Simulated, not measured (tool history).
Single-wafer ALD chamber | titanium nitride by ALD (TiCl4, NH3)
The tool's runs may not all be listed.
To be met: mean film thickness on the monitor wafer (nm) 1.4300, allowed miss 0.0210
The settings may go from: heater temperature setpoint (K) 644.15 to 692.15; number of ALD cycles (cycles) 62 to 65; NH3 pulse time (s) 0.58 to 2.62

| run | day | heater temperature setpoint (K) | number of ALD cycles (cycles) | NH3 pulse time (s) | mean film thickness on the monitor wafer (nm) |
|---|---|---|---|---|---|
| 1 | 0.000 | 668.15 | 65 | 1.60 | 1.5326 |
| 2 | 0.146 | 666.15 | 65 | 1.50 | 1.5055 |
| 3 | 0.358 | 661.15 | 65 | 1.50 | 1.5081 |
| 4 | 0.550 | 661.15 | 65 | 1.50 | 1.5082 |
| 5 | 0.671 | 661.15 | 65 | 1.45 | 1.4931 |
| 6 | 0.988 | 661.15 | 65 | 1.44 | 1.4970 |
| 7 | 1.088 | 661.15 | 65 | 1.42 | 1.5002 |
| 8 | 1.338 | 661.15 | 65 | 1.39 | 1.4942 |
| 9 | 1.571 | 661.15 | 65 | 1.37 | 1.4881 |
| 10 | 1.950 | 661.15 | 65 | 1.36 | 1.4958 |
| 11 | 2.071 | 661.15 | 65 | 1.34 | 1.4936 |
| 12 | 2.367 | 661.15 | 65 | 1.32 | 1.4878 |
| 13 | 2.475 | 661.15 | 65 | 1.31 | 1.4884 |
| 14 | 2.650 | 661.15 | 65 | 1.30 | 1.4896 |
| 15 | 2.833 | 661.15 | 65 | 1.29 | 1.4954 |
| 16 | 3.138 | 661.15 | 65 | 1.29 | 1.4859 |

Which of these 4 next moves meets every target?
| A | 3.442 | 670.15 | 63 | 1.05 | ? |
| B | 3.442 | 655.15 | 63 | 1.06 | ? |
| C | 3.442 | 657.15 | 62 | 1.11 | ? |
| D | 3.442 | 674.15 | 64 | 1.21 | ? |

| move | mean film thickness on the monitor wafer (nm) |
|---|---|
| A | 1.4395 |
| B | 1.4010 |
| C | 1.3903 |
| D | 1.4845 |
A: meets every target
B: takes the result that was furthest off past its target
C: takes the result that was furthest off past its target
D: as far off as the last run
Move A is the one to make.
